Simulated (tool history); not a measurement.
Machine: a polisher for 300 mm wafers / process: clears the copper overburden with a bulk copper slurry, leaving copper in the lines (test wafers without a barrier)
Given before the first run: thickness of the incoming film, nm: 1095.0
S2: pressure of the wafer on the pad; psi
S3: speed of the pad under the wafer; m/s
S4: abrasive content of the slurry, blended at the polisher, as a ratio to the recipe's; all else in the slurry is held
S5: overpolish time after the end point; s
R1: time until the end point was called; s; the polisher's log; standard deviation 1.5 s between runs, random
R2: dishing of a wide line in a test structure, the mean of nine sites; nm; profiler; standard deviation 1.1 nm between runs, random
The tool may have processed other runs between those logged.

run 1 day=0.000 | flow_of_slurry_(ml/min)=190 S2=3.3 S3=1.14 S4=1.0 S5=13 | R1=110.27 R2=62.262
run 2 day=0.179 | flow_of_slurry_(ml/min)=185 S2=3.0 S3=1.14 S4=1.0 S5=14 | R1=122.11 R2=63.736
run 3 day=0.442 | flow_of_slurry_(ml/min)=180 S2=2.7 S3=1.14 S4=1.0 S5=14 | R1=131.96 R2=58.038
run 4 day=0.500 | flow_of_slurry_(ml/min)=180 S2=2.7 S3=1.42 S4=1.0 S5=14 | R1=107.89 R2=66.279
run 5 day=0.725 | flow_of_slurry_(ml/min)=180 S2=2.7 S3=1.32 S4=1.0 S5=14 | R1=115.25 R2=64.249
run 6 day=0.817 | flow_of_slurry_(ml/min)=180 S2=2.5 S3=1.28 S4=1.0 S5=15 | R1=129.09 R2=62.015
run 7 day=1.083 | flow_of_slurry_(ml/min)=180 S2=2.3 S3=1.28 S4=1.0 S5=15 | R1=138.84 R2=57.853

Estimate the outcome of run 8 from the log above:
run 8 day=1.450 | flow_of_slurry_(ml/min)=180 S2=2.1 S3=1.28 S4=1.0 S5=16 | R1=? R2=?

Run 8 gave R1 152.31 s, R2 56.630 nm.

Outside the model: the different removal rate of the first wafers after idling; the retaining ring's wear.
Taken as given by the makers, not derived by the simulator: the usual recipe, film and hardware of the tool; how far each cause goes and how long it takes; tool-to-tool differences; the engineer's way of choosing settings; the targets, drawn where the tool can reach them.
